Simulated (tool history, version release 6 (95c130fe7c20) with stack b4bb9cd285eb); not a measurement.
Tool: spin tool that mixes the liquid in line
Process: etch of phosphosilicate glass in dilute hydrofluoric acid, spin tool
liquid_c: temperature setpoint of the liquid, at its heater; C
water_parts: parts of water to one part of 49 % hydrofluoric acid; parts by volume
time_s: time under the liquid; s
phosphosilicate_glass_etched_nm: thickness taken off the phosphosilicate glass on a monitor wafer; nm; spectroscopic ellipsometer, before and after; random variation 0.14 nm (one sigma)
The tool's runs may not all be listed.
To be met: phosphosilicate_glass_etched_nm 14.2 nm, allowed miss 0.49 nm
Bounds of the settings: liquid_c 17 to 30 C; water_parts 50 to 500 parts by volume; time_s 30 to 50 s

| run | hour | liquid_c | water_parts | time_s | phosphosilicate_glass_etched_nm |
|---|---|---|---|---|---|
| 1 | 0 | 22 | 275 | 50 | 8.132 |
| 2 | 7.8 | 23 | 265 | 50 | 8.8485 |
| 3 | 16.8 | 24 | 255 | 50 | 9.6765 |
| 4 | 23.9 | 27.5 | 255 | 50 | 10.873 |
| 5 | 31.3 | 28 | 250 | 50 | 11.366 |
| 6 | 36.6 | 26.5 | 250 | 50 | 10.672 |
| 7 | 39.1 | 27 | 245 | 50 | 11.279 |
| 8 | 44.4 | 27.5 | 240 | 50 | 11.657 |
| 9 | 52.6 | 28 | 235 | 50 | 12.247 |
| 10 | 55.1 | 28.5 | 230 | 50 | 12.867 |

4 next moves are on the table. One of them brings every result within its allowed miss. Which?
| A | 57.6 | 27 | 220 | 50 | ? |
| B | 57.6 | 30 | 210 | 50 | ? |
| C | 57.6 | 27.5 | 220 | 50 | ? |
| D | 57.6 | 30 | 220 | 50 | ? |

| move | phosphosilicate_glass_etched_nm |
|---|---|
| A | 12.694 |
| B | 14.934 |
| C | 12.919 |
| D | 14.084 |
A: further off than the last run
B: takes the result that was furthest off past its target
C: as far off as the last run
D: meets every target
Answer: D
